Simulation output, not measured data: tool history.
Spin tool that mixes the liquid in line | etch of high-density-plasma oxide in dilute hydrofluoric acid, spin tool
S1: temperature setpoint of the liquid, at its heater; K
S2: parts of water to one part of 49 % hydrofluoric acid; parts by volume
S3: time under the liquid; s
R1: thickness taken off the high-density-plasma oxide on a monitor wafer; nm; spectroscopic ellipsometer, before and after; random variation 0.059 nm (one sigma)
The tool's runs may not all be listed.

run 1 day=0.000 | S1=297.15 S2=125 S3=300 | R1=11.9680
run 2 day=0.158 | S1=297.15 S2=155 S3=300 | R1=9.4286
run 3 day=0.279 | S1=297.15 S2=155 S3=320 | R1=9.9542
run 4 day=0.358 | S1=296.65 S2=155 S3=320 | R1=9.7453
run 5 day=0.625 | S1=298.15 S2=155 S3=320 | R1=10.3860
run 6 day=0.829 | S1=297.15 S2=155 S3=320 | R1=9.9790
run 7 day=0.975 | S1=296.65 S2=155 S3=320 | R1=9.7111
run 8 day=1.208 | S1=296.15 S2=155 S3=320 | R1=9.6078

The next listed run, before its measurement:
run 9 day=1.267 | S1=295.65 S2=155 S3=320 | R1=?

R1: 9.3748 nm
